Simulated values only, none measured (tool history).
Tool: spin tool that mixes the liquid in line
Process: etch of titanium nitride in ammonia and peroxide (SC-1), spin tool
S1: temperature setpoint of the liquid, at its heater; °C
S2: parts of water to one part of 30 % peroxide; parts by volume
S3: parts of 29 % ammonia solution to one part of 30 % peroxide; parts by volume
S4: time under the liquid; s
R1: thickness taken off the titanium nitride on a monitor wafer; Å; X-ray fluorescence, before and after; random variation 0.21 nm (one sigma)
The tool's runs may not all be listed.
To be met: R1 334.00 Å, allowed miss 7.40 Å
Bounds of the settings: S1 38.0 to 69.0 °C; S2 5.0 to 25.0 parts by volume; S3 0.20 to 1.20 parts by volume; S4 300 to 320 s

run	hour	S1	S2	S3	S4	R1
1	0.0	53.0	14.0	0.80	300	171.89
2	3.7	53.0	16.0	0.80	300	161.01
3	4.8	47.5	16.0	0.80	300	109.82
4	11.0	49.5	16.0	0.80	300	125.34
5	19.2	49.5	16.0	0.70	300	122.99
6	21.1	49.5	19.5	0.70	300	109.09
7	29.1	51.5	19.5	0.70	300	125.73
8	31.0	53.0	19.5	0.70	300	139.24
9	33.1	54.5	19.5	0.70	300	155.67
10	39.7	62.5	19.5	0.70	300	265.53
11	46.3	63.0	19.5	0.70	300	271.75
12	50.1	63.0	19.5	0.70	300	270.81
13	57.7	63.0	19.5	0.70	300	268.83
14	66.2	67.0	19.5	0.70	300	351.40

5 next moves are on the table. One of them brings every result within its allowed miss. Which?
A	74.7	67.5	16.5	0.60	300	?
B	74.7	66.5	16.0	0.80	300	?
C	74.7	66.0	21.0	0.75	310	?
D	74.7	69.0	22.0	0.75	300	?
E	74.7	65.5	16.5	0.85	315	?

move	R1
A	388.69
B	390.52
C	333.13
D	379.20
E	382.55
A: further off than the last run
B: further off than the last run
C: meets every target
D: further off than the last run
E: further off than the last run
The right move is C.
